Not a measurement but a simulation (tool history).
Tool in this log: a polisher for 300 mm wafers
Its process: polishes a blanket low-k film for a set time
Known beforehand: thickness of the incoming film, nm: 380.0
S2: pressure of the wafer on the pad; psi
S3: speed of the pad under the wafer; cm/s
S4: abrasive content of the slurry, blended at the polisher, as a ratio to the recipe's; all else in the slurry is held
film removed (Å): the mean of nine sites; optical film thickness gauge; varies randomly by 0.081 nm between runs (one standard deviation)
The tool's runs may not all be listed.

Run 1, hour 0: flow of slurry (ml/min) 280, S2 1.9 psi, S3 90 cm/s, S4 1, polishing time (s) 25. Result: film removed (Å) 105.36.
Run 2, hour 3: flow of slurry (ml/min) 280, S2 1.7 psi, S3 90 cm/s, S4 1, polishing time (s) 25. Result: film removed (Å) 94.576.
Run 3, hour 6.2: flow of slurry (ml/min) 280, S2 1.6 psi, S3 90 cm/s, S4 1, polishing time (s) 25. Result: film removed (Å) 90.346.
Run 4, hour 10.8: flow of slurry (ml/min) 280, S2 1.6 psi, S3 90 cm/s, S4 0.95, polishing time (s) 25. Result: film removed (Å) 88.142.
Run 5, hour 12.6: flow of slurry (ml/min) 255, S2 1.6 psi, S3 90 cm/s, S4 0.95, polishing time (s) 25. Result: film removed (Å) 86.925.
Run 6, hour 14.3: flow of slurry (ml/min) 255, S2 1.6 psi, S3 112 cm/s, S4 0.95, polishing time (s) 25. Result: film removed (Å) 104.14.

Run 7 has not been measured yet. What should we expect?
Run 7, hour 23.2: flow of slurry (ml/min) 255, S2 1.4 psi, S3 112 cm/s, S4 0.95, polishing time (s) 25. Result: film removed (Å) ?.

film removed (Å): 91.432
